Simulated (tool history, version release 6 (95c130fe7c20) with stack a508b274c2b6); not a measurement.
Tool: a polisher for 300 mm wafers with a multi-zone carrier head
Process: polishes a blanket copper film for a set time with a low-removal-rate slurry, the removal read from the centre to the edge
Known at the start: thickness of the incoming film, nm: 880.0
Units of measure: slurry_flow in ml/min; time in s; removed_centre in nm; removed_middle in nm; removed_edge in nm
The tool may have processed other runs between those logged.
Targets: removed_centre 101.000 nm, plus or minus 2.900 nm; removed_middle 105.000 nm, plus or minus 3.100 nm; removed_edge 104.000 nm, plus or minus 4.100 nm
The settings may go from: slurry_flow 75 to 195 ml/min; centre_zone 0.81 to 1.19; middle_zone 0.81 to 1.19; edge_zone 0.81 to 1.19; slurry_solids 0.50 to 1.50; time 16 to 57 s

run,hour,slurry_flow,centre_zone,middle_zone,edge_zone,slurry_solids,time,removed_centre,removed_middle,removed_edge
1,0.0,125,1.00,1.00,1.00,1.00,36,84.469,83.663,83.647
2,0.6,140,1.00,1.02,1.05,1.10,36,88.929,89.202,88.536
3,5.5,140,0.92,1.02,1.05,1.10,36,82.309,89.932,90.095
4,6.9,150,0.94,1.03,1.08,1.15,36,86.225,92.567,90.471
5,8.7,150,0.94,1.03,1.08,1.30,36,89.468,95.736,96.679
6,12.7,150,0.86,1.03,1.08,1.30,36,84.284,96.645,96.666
7,15.9,160,0.89,1.03,1.09,1.35,36,89.017,97.702,97.368
8,24.3,165,0.91,1.04,1.10,1.40,36,90.143,98.149,99.114
9,31.5,170,0.93,1.05,1.10,1.45,36,93.756,100.950,102.140
10,34.1,175,0.95,1.06,1.09,1.45,36,96.085,103.030,103.450

Pick the move, out of 5, that brings all results within their allowed miss; only one does.
A,36.7,185,0.99,1.08,1.14,1.40,35,?,?,?
B,36.7,115,0.98,0.94,1.16,1.45,40,?,?,?
C,36.7,190,0.98,1.05,1.09,1.25,38,?,?,?
D,36.7,155,0.90,1.14,1.13,1.35,36,?,?,?
E,36.7,155,0.93,1.09,1.14,1.45,35,?,?,?

move,removed_centre,removed_middle,removed_edge
A,96.966,102.220,99.582
B,102.910,98.174,110.750
C,101.350,105.100,102.680
D,89.547,106.440,99.135
E,91.067,101.700,98.913
A: moves toward the targets from the last run without getting all of them in spec
B: brings the last run's worst result on target, with another outside its allowed miss
C: hits every target within its allowed miss
D: the biggest miss grows against the last run
E: the biggest miss grows against the last run
Go with C: it meets all targets.
